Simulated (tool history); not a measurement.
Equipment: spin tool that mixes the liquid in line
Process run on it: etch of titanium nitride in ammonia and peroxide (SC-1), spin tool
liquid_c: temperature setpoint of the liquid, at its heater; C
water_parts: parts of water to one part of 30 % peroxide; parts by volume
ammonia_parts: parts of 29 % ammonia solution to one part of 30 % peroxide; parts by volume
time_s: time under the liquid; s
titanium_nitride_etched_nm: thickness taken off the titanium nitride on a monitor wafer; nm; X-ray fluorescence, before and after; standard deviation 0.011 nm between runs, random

{"run": 1, "hour": 0.0, "liquid_c": 52, "water_parts": 28.5, "ammonia_parts": 0.5, "time_s": 95, "titanium_nitride_etched_nm": 3.1513}
{"run": 2, "hour": 6.3, "liquid_c": 48, "water_parts": 28.5, "ammonia_parts": 0.5, "time_s": 95, "titanium_nitride_etched_nm": 2.4284}
{"run": 3, "hour": 9.3, "liquid_c": 42.5, "water_parts": 28.5, "ammonia_parts": 0.5, "time_s": 95, "titanium_nitride_etched_nm": 1.6228}
{"run": 4, "hour": 15.6, "liquid_c": 41.5, "water_parts": 28.5, "ammonia_parts": 0.5, "time_s": 95, "titanium_nitride_etched_nm": 1.5142}
{"run": 5, "hour": 21.6, "liquid_c": 38, "water_parts": 28.5, "ammonia_parts": 0.5, "time_s": 95, "titanium_nitride_etched_nm": 1.1523}
{"run": 6, "hour": 22.7, "liquid_c": 38, "water_parts": 28.5, "ammonia_parts": 0.35, "time_s": 95, "titanium_nitride_etched_nm": 1.0957}
{"run": 7, "hour": 27.0, "liquid_c": 39, "water_parts": 28.5, "ammonia_parts": 0.35, "time_s": 95, "titanium_nitride_etched_nm": 1.1869}
{"run": 8, "hour": 30.1, "liquid_c": 39.5, "water_parts": 28.5, "ammonia_parts": 0.35, "time_s": 95, "titanium_nitride_etched_nm": 1.2163}

Run 9 comes next. What will it give?
{"run": 9, "hour": 38.1, "liquid_c": 40, "water_parts": 28.5, "ammonia_parts": 0.35, "time_s": 95, "titanium_nitride_etched_nm": "?"}

{"run 9": {"titanium_nitride_etched_nm": 1.2418}}
